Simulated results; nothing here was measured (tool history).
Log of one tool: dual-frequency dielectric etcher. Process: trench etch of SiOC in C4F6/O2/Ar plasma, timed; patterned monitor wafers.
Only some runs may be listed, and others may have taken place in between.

run,day,source power (W),bias power (W),etch time (s),mean etch depth across the wafer (Å)
1,0,500,197,23,528.58
2,0.183,520,201,23,542.84
3,0.483,490,201,23,529.42
4,0.583,490,227,23,553.49
5,0.654,490,227,24,578.13
6,0.992,490,207,24,555.5
7,1.125,500,208,24,567.15
8,1.408,510,209,24,568.11

Run 9 is up next; what results do you expect?
9,1.508,520,211,24,?

Logged for run 9: mean etch depth across the wafer (Å) 578.26.
